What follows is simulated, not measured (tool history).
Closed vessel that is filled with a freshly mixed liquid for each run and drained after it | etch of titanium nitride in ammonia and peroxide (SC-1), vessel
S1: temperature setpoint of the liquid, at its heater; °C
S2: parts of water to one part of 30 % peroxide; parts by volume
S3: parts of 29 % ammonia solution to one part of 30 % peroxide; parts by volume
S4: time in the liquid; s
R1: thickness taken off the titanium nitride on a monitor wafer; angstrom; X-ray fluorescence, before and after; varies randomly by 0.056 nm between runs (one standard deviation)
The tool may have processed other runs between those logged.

run,day,S1,S2,S3,S4,R1
1,0.000,60.0,13.5,0.9,100,134.88
2,0.171,60.5,13.5,0.9,100,138.19
3,0.408,61.0,13.5,0.9,100,144.30
4,0.612,65.5,13.5,0.9,100,191.19
5,0.767,70.0,13.5,0.9,100,255.18
# day 1.038: ammonia flow meter replaced
6,1.038,68.0,13.5,0.9,100,226.80
7,1.229,66.5,13.5,0.9,100,208.55

The next listed run, before its measurement:
8,1.354,65.5,13.5,0.9,100,?

{"run 8": {"R1": 195.18}}
